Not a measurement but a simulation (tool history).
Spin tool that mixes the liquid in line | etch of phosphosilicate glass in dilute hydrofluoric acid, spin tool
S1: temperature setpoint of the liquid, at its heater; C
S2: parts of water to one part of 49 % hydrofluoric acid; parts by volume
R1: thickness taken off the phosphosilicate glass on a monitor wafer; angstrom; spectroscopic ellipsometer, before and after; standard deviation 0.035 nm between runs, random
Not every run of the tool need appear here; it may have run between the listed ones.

{"run": 1, "hour": 0.0, "S1": 26, "S2": 195, "time under the liquid (s)": 15, "R1": 56.833}
{"run": 2, "hour": 5.9, "S1": 27, "S2": 195, "time under the liquid (s)": 15, "R1": 59.012}
{"run": 3, "hour": 12.0, "S1": 28, "S2": 195, "time under the liquid (s)": 15, "R1": 61.254}
{"run": 4, "hour": 20.3, "S1": 28, "S2": 195, "time under the liquid (s)": 15, "R1": 61.185}
{"run": 5, "hour": 28.1, "S1": 28.5, "S2": 195, "time under the liquid (s)": 15, "R1": 61.978}
{"run": 6, "hour": 33.9, "S1": 29, "S2": 195, "time under the liquid (s)": 15, "R1": 63.749}
{"run": 7, "hour": 36.1, "S1": 29.5, "S2": 195, "time under the liquid (s)": 15, "R1": 64.43}
{"run": 8, "hour": 38.0, "S1": 30, "S2": 195, "time under the liquid (s)": 15, "R1": 66.157}

Forecast run 9:
{"run": 9, "hour": 45.9, "S1": 30.5, "S2": 195, "time under the liquid (s)": 15, "R1": "?"}

Run 9 came out at R1 66.841 angstrom.

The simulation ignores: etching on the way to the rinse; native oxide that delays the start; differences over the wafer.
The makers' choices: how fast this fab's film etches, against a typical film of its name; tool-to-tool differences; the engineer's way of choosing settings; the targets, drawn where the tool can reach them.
